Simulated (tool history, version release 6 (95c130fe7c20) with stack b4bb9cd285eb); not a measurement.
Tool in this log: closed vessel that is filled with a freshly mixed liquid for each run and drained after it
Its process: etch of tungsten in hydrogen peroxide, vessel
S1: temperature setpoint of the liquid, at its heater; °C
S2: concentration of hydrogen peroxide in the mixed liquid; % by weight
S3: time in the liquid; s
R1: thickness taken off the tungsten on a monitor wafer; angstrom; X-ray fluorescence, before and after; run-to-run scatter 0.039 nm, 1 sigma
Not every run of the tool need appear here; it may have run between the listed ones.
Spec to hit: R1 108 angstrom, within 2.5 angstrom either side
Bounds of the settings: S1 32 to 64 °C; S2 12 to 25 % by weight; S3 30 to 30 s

run  hour    S1    S2  S3      R1
  1     0    48    17  30  215.21
  2   4.4  42.5    17  30  151.82
  3   8.8  42.5  18.5  30  158.32
  4  14.7  40.5  18.5  30  138.98
  5    21  40.5  19.5  30  142.93
  6  24.2    39  19.5  30  129.07
  7  28.7    38  19.5  30  121.42
  8  36.1  35.5  19.5  30  102.77

4 candidate next runs follow, results not yet known. Just one meets every target within its allowed miss. Identify it.
  A  43.5    38  17.5  30   ?
  B  43.5  37.5  16.5  30   ?
  C  43.5  37.5  18.5  30   ?
  D  43.5    35  21.5  30   ?

move      R1
   A  114.19
   B  107.28
   C   113.6
   D  103.66
A: takes the biggest miss from the last run beyond its target
B: every result lands within tolerance
C: takes the biggest miss from the last run beyond its target
D: closes in on the targets versus the last run, not all within tolerance yet
B is the move that brings every result within its allowed miss.
